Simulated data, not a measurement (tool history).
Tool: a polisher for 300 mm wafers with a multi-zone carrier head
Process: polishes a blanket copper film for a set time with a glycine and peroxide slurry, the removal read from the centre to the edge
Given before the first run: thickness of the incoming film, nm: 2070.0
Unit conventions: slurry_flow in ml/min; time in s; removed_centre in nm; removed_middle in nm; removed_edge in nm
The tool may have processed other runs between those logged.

| run | day | slurry_flow | centre_zone | middle_zone | edge_zone | time | removed_centre | removed_middle | removed_edge |
|---|---|---|---|---|---|---|---|---|---|
| 1 | 0.000 | 290 | 1.00 | 1.00 | 1.00 | 33 | 158.52 | 154.20 | 156.54 |
| 2 | 0.271 | 290 | 1.00 | 1.00 | 1.00 | 38 | 180.31 | 173.51 | 180.70 |
| 3 | 0.467 | 290 | 1.00 | 1.00 | 0.92 | 38 | 181.83 | 175.23 | 174.94 |
| 4 | 0.621 | 290 | 1.00 | 1.00 | 0.92 | 46 | 224.06 | 213.79 | 207.86 |
| 5 | 0.929 | 290 | 0.98 | 1.01 | 0.94 | 46 | 216.33 | 213.82 | 215.06 |
| 6 | 1.238 | 290 | 0.95 | 1.01 | 0.94 | 46 | 203.76 | 219.54 | 212.00 |
| 7 | 1.288 | 290 | 0.95 | 1.01 | 0.96 | 46 | 209.86 | 209.23 | 213.74 |
| 8 | 1.408 | 290 | 0.95 | 1.01 | 0.96 | 46 | 211.93 | 220.34 | 215.04 |
| 9 | 1.671 | 290 | 0.94 | 1.01 | 0.98 | 46 | 205.80 | 215.83 | 217.40 |
| 10 | 1.942 | 290 | 0.93 | 1.02 | 0.99 | 46 | 203.85 | 216.37 | 218.13 |
| 11 | 1.971 | 290 | 0.92 | 1.03 | 1.00 | 46 | 205.17 | 218.19 | 216.28 |

Expected results for the next run?
| 12 | 2.262 | 290 | 0.91 | 1.03 | 1.01 | 46 | ? | ? | ? |

For run 12 the tool returned removed_centre 199.71 nm, removed_middle 215.32 nm, removed_edge 222.18 nm.
